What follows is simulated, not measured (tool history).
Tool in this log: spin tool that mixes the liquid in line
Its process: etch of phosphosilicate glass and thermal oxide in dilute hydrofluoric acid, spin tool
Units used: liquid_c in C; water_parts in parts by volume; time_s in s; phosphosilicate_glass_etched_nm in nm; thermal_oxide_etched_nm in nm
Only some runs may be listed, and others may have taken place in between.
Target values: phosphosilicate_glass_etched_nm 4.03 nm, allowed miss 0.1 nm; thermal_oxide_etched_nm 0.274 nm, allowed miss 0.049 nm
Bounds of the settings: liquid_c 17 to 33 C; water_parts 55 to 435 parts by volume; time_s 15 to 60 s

run	hour	liquid_c	water_parts	time_s	phosphosilicate_glass_etched_nm	thermal_oxide_etched_nm
1	0	25	245	30	6.5621	0.45865
2	1.5	25	310	30	4.8271	0.31268
3	6.5	26.5	310	30	5.0438	0.36866
4	9.1	26.5	260	30	6.4101	0.4826
5	14.1	25.5	285	30	5.4767	0.37575
6	16.7	28.5	285	30	6.0626	0.3996
7	17.5	26	295	30	5.3389	0.3658
8	20.8	23.5	295	30	4.8748	0.32846
9	27.2	22	295	30	4.6179	0.30813
10	35.5	21	295	30	4.4526	0.28715
11	37.1	20.5	295	30	4.3977	0.29858
12	45.4	20	295	30	4.3525	0.29795
13	54.2	19.5	295	30	4.2357	0.28983
14	54.7	19	295	30	4.1421	0.27548

Exactly one of the 5 candidate moves below puts every result within its allowed miss. Which one?
A	55.2	17	375	45	?	?
B	55.2	26	410	35	?	?
C	55.2	20	185	15	?	?
D	55.2	20.5	260	25	?	?
E	55.2	17	435	55	?	?

move	phosphosilicate_glass_etched_nm	thermal_oxide_etched_nm
A	4.2655	0.28479
B	4.0037	0.26731
C	3.8162	0.25479
D	4.2904	0.28645
E	4.2905	0.28646
A: its largest miss is bigger than the last run's
B: each result inside its tolerance
C: the result that was furthest off in the last run now lies on the other side of its target
D: its largest miss is bigger than the last run's
E: its largest miss is bigger than the last run's
Move B is the one to make.

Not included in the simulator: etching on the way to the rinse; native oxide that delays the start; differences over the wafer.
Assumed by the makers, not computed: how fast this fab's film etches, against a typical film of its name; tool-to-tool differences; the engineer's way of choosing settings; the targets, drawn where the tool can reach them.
